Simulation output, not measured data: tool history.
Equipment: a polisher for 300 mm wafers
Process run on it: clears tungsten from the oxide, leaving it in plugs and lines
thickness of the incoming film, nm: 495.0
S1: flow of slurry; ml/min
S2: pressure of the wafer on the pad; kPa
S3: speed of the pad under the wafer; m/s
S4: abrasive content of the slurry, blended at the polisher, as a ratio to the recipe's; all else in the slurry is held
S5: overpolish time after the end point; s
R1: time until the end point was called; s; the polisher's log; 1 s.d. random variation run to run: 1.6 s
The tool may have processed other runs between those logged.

| run | hour | S1 | S2 | S3 | S4 | S5 | R1 |
|---|---|---|---|---|---|---|---|
| 1 | 0 | 300 | 22.8 | 0.92 | 1 | 39 | 114.79 |
| 2 | 6.1 | 300 | 22.1 | 0.92 | 1 | 39 | 119.69 |
| 3 | 13.2 | 300 | 22.1 | 0.92 | 1 | 42 | 118.95 |
| 4 | 19.1 | 300 | 22.1 | 0.92 | 1.2 | 42 | 115.19 |
| 5 | 22.8 | 300 | 21.4 | 0.92 | 1.2 | 42 | 117.09 |
| 6 | 29.6 | 270 | 21.4 | 0.92 | 1.2 | 42 | 120.74 |

Run 7 comes next. What will it give?
| 7 | 34.2 | 265 | 20.7 | 0.92 | 1.2 | 42 | ? |

For run 7 the tool returned R1 123.81 s.
